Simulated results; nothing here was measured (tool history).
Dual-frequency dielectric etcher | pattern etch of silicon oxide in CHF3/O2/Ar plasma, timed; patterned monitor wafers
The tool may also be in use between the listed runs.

run,hour,source power (W),bias power (W),etch time (s),mean etch depth across the wafer (nm)
1,0.0,890,217,749.0,1881.5
2,1.3,850,211,749.0,1838.6
3,4.5,850,231,749.0,1909.7
4,6.9,810,223,749.0,1858.2
5,12.6,780,215,749.0,1818.0
6,17.9,780,215,783.5,1904.6
7,18.5,760,206,781.5,1852.8
8,27.1,740,199,780.0,1805.7
9,29.9,720,193,779.0,1767.6
10,36.2,700,188,778.0,1733.6
11,44.7,680,184,777.0,1702.9
12,52.0,670,180,776.5,1686.1
13,55.7,670,180,776.5,1677.3
# hour 56.5: wet clean of the chamber
14,56.5,660,177,776.0,1586.3
15,57.4,650,177,776.0,1580.2
16,59.9,640,177,776.0,1580.0
17,61.7,630,177,776.0,1575.4
18,64.1,630,177,776.0,1574.8

Forecast run 19:
19,69.9,630,177,776.0,?

Run 19 gave mean etch depth across the wafer (nm) 1573.6.

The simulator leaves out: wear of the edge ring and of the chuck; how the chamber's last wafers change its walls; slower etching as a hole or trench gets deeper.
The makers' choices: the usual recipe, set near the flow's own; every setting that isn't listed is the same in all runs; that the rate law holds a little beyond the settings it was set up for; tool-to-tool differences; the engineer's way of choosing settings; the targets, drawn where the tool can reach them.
